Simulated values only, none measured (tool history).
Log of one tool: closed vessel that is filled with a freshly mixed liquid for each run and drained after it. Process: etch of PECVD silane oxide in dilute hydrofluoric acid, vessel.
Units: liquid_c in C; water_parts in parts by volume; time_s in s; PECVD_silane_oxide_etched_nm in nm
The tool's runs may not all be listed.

| run | hour | liquid_c | water_parts | time_s | PECVD_silane_oxide_etched_nm |
|---|---|---|---|---|---|
| 1 | 0.0 | 22.0 | 150 | 110 | 14.970 |
| 2 | 7.7 | 23.5 | 130 | 110 | 18.832 |
| 3 | 8.9 | 26.5 | 130 | 110 | 20.958 |
| 4 | 14.6 | 27.0 | 115 | 110 | 24.471 |
| 5 | 16.0 | 27.0 | 170 | 110 | 15.680 |
| 6 | 20.3 | 27.0 | 170 | 120 | 17.150 |
| 7 | 29.1 | 30.0 | 110 | 120 | 31.692 |
| 8 | 38.0 | 30.0 | 100 | 120 | 35.442 |
| 9 | 43.5 | 30.0 | 90 | 120 | 39.859 |
| 10 | 52.8 | 30.0 | 55 | 120 | 69.068 |
| 11 | 57.7 | 29.0 | 60 | 120 | 60.572 |

Forecast run 12:
| 12 | 64.5 | 28.0 | 60 | 120 | ? |

PECVD_silane_oxide_etched_nm: 58.466 nm
